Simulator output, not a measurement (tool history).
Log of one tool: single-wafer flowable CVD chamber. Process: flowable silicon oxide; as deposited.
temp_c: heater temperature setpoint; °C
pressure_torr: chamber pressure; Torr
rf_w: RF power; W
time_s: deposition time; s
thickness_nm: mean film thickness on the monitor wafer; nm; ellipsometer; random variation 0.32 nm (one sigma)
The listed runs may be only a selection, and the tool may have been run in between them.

run 1 hour=0.0 | temp_c=100 pressure_torr=0.845 rf_w=2155 time_s=319 | thickness_nm=222.22
run 2 hour=3.7 | temp_c=103 pressure_torr=0.844 rf_w=2155 time_s=319 | thickness_nm=202.10
run 3 hour=11.9 | temp_c=108 pressure_torr=0.844 rf_w=2155 time_s=319 | thickness_nm=174.62
run 4 hour=15.8 | temp_c=110 pressure_torr=0.844 rf_w=2155 time_s=319 | thickness_nm=165.34
run 5 hour=23.8 | temp_c=110 pressure_torr=0.844 rf_w=2400 time_s=319 | thickness_nm=167.74
run 6 hour=29.6 | temp_c=110 pressure_torr=0.844 rf_w=2575 time_s=319 | thickness_nm=170.68
run 7 hour=37.3 | temp_c=112 pressure_torr=0.844 rf_w=2575 time_s=319 | thickness_nm=160.37
run 8 hour=43.1 | temp_c=113 pressure_torr=0.844 rf_w=2575 time_s=319 | thickness_nm=155.85
run 9 hour=49.6 | temp_c=114 pressure_torr=0.844 rf_w=2575 time_s=319 | thickness_nm=151.64
run 10 hour=56.4 | temp_c=115 pressure_torr=0.844 rf_w=2575 time_s=319 | thickness_nm=147.75

Forecast run 11:
run 11 hour=58.8 | temp_c=116 pressure_torr=0.844 rf_w=2575 time_s=319 | thickness_nm=?

thickness_nm: 143.91 nm
